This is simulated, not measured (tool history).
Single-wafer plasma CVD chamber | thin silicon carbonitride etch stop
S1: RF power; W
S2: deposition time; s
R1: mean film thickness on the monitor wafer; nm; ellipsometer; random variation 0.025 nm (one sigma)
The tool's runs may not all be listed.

run 1 day=0 | S1=160 S2=8.67 | R1=4.2424
run 2 day=0.35 | S1=170 S2=8.88 | R1=4.4269
run 3 day=0.471 | S1=170 S2=7.97 | R1=3.9855
run 4 day=0.746 | S1=175 S2=8.33 | R1=4.2098
run 5 day=1.025 | S1=180 S2=8.57 | R1=4.3546
run 6 day=1.392 | S1=185 S2=8.78 | R1=4.5204

Forecast run 7:
run 7 day=1.542 | S1=185 S2=8.78 | R1=?

{"run 7": {"R1": 4.4831}}
